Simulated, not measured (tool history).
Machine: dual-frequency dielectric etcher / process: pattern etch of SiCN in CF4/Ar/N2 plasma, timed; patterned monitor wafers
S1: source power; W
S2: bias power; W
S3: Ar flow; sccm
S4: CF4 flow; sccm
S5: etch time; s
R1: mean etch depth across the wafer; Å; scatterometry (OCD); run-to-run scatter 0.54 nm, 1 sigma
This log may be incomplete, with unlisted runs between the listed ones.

run  hour   S1   S2  S3  S4     S5      R1
  1   0.0  470   95  89  58  148.0  1421.0
  2   5.4  470   88  89  58  148.0  1375.5
  3  10.3  470  100  89  58  148.0  1424.0
  4  13.6  470  100  89  58  148.0  1435.9
  5  19.2  470  115  89  58  148.0  1492.1
  6  19.8  430  114  89  58  148.0  1390.1
  7  22.2  400  113  89  58  148.0  1296.9

What does the tool deliver on the next run?
  8  25.1  380  113  89  58  148.0   ?

R1: 1250.0 Å
